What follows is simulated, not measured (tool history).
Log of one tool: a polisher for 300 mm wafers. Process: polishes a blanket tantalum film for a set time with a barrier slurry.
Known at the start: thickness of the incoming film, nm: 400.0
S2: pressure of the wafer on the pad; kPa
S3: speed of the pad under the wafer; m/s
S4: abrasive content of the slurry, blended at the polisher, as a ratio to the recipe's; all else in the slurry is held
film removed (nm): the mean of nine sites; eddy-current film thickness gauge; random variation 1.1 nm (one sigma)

Run 1, day 0: flow of slurry (ml/min) 205, S2 17.2 kPa, S3 1.24 m/s, S4 1, polishing time (s) 37. Result: film removed (nm) 86.999.
Run 2, day 0.083: flow of slurry (ml/min) 205, S2 17.2 kPa, S3 1.24 m/s, S4 0.9, polishing time (s) 37. Result: film removed (nm) 86.665.
Run 3, day 0.346: flow of slurry (ml/min) 205, S2 21.4 kPa, S3 1.24 m/s, S4 0.9, polishing time (s) 37. Result: film removed (nm) 105.7.
Run 4, day 0.45: flow of slurry (ml/min) 205, S2 18.6 kPa, S3 1.24 m/s, S4 0.9, polishing time (s) 37. Result: film removed (nm) 93.754.
Run 5, day 0.708: flow of slurry (ml/min) 205, S2 19.3 kPa, S3 1.24 m/s, S4 0.9, polishing time (s) 37. Result: film removed (nm) 96.6.
Run 6, day 0.829: flow of slurry (ml/min) 245, S2 19.3 kPa, S3 1.24 m/s, S4 0.9, polishing time (s) 37. Result: film removed (nm) 97.978.
Run 7, day 1.142: flow of slurry (ml/min) 245, S2 20 kPa, S3 1.24 m/s, S4 0.9, polishing time (s) 37. Result: film removed (nm) 101.81.

Forecast run 8:
Run 8, day 1.421: flow of slurry (ml/min) 245, S2 20.7 kPa, S3 1.24 m/s, S4 0.9, polishing time (s) 37. Result: film removed (nm) ?.

film removed (nm): 105.95
